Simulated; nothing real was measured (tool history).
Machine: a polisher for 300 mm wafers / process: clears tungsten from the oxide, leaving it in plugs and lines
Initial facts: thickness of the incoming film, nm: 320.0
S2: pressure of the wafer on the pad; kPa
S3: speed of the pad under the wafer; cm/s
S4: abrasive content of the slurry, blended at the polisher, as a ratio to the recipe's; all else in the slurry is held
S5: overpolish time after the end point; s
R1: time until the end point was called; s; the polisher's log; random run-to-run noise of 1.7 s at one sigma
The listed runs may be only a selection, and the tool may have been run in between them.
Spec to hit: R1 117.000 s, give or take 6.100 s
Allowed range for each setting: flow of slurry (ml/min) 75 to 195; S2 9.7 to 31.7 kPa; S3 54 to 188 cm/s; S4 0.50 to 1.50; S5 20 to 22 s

run 1 hour=0.0 | flow_of_slurry_(ml/min)=125 S2=20.7 S3=120 S4=1.00 S5=20 | R1=53.562
run 2 hour=7.6 | flow_of_slurry_(ml/min)=125 S2=20.7 S3=120 S4=1.00 S5=22 | R1=53.552
run 3 hour=13.3 | flow_of_slurry_(ml/min)=125 S2=20.7 S3=120 S4=1.00 S5=20 | R1=53.932
run 4 hour=18.9 | flow_of_slurry_(ml/min)=155 S2=20.7 S3=120 S4=1.00 S5=20 | R1=52.940
run 5 hour=21.0 | flow_of_slurry_(ml/min)=155 S2=20.7 S3=120 S4=0.90 S5=20 | R1=52.308
run 6 hour=26.4 | flow_of_slurry_(ml/min)=155 S2=16.5 S3=120 S4=0.90 S5=20 | R1=63.251
run 7 hour=33.0 | flow_of_slurry_(ml/min)=155 S2=15.2 S3=112 S4=0.90 S5=20 | R1=70.093
run 8 hour=41.5 | flow_of_slurry_(ml/min)=155 S2=13.8 S3=104 S4=0.90 S5=20 | R1=84.090
run 9 hour=49.6 | flow_of_slurry_(ml/min)=155 S2=13.1 S3=102 S4=0.90 S5=20 | R1=86.655
run 10 hour=58.6 | flow_of_slurry_(ml/min)=155 S2=12.4 S3=98 S4=0.90 S5=20 | R1=94.418
run 11 hour=60.1 | flow_of_slurry_(ml/min)=155 S2=11.7 S3=96 S4=0.90 S5=20 | R1=98.442
run 12 hour=60.7 | flow_of_slurry_(ml/min)=155 S2=11.0 S3=94 S4=0.90 S5=20 | R1=106.960
run 13 hour=63.2 | flow_of_slurry_(ml/min)=150 S2=10.3 S3=94 S4=0.90 S5=20 | R1=110.320

Which of these 4 next moves meets every target?
run A hour=65.7 | flow_of_slurry_(ml/min)=120 S2=9.7 S3=92 S4=0.70 S5=20 | R1=?
run B hour=65.7 | flow_of_slurry_(ml/min)=150 S2=12.4 S3=78 S4=1.00 S5=20 | R1=?
run C hour=65.7 | flow_of_slurry_(ml/min)=160 S2=9.7 S3=80 S4=0.95 S5=20 | R1=?
run D hour=65.7 | flow_of_slurry_(ml/min)=170 S2=11.0 S3=104 S4=0.65 S5=22 | R1=?

move=A R1=129.420
move=B R1=115.560
move=C R1=133.180
move=D R1=100.880
A: pushes the last run's worst result past its target
B: all results in spec
C: pushes the last run's worst result past its target
D: lands further from the targets than the last run did
So the answer is move B, the one that meets all the targets.

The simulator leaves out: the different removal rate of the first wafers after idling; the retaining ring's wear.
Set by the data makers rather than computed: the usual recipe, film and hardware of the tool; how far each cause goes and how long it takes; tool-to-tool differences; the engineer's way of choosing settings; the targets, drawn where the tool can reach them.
